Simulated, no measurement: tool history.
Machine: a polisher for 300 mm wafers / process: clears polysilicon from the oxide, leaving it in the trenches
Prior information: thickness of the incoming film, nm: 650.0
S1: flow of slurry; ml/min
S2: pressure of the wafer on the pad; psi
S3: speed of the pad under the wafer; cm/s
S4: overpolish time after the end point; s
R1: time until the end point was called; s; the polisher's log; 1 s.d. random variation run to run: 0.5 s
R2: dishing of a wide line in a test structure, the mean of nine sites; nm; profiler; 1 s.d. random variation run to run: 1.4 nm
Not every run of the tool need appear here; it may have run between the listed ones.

| run | day | S1 | S2 | S3 | S4 | R1 | R2 |
|---|---|---|---|---|---|---|---|
| 1 | 0 | 230 | 2.3 | 96 | 8 | 62.097 | 44.438 |
| 2 | 0.267 | 230 | 2.3 | 96 | 5 | 62.637 | 33.121 |
| 3 | 0.362 | 230 | 2.4 | 96 | 7 | 60.654 | 40.383 |
| 4 | 0.458 | 230 | 2.4 | 112 | 7 | 53.683 | 43.549 |
| 5 | 0.571 | 230 | 2.4 | 112 | 4 | 54.245 | 31.559 |
| 6 | 0.833 | 230 | 1.9 | 112 | 4 | 67.576 | 28.159 |
| 7 | 1.183 | 230 | 2 | 112 | 6 | 64.12 | 36.823 |
| 8 | 1.55 | 230 | 2.1 | 112 | 7 | 60.245 | 41.983 |
| 9 | 1.575 | 230 | 2.1 | 112 | 8 | 61.366 | 45.771 |
| 10 | 1.892 | 235 | 2.2 | 112 | 8 | 57.798 | 45.901 |
| 11 | 2.033 | 235 | 2.2 | 112 | 9 | 58.017 | 46.447 |
| 12 | 2.288 | 230 | 2.2 | 112 | 10 | 58.591 | 49.742 |
| 13 | 2.325 | 240 | 2.2 | 112 | 10 | 57.517 | 48.152 |

Run 14 is up next; what results do you expect?
| 14 | 2.517 | 235 | 2.2 | 112 | 10 | ? | ? |

Run 14 came out at R1 58.016 s, R2 51.867 nm.
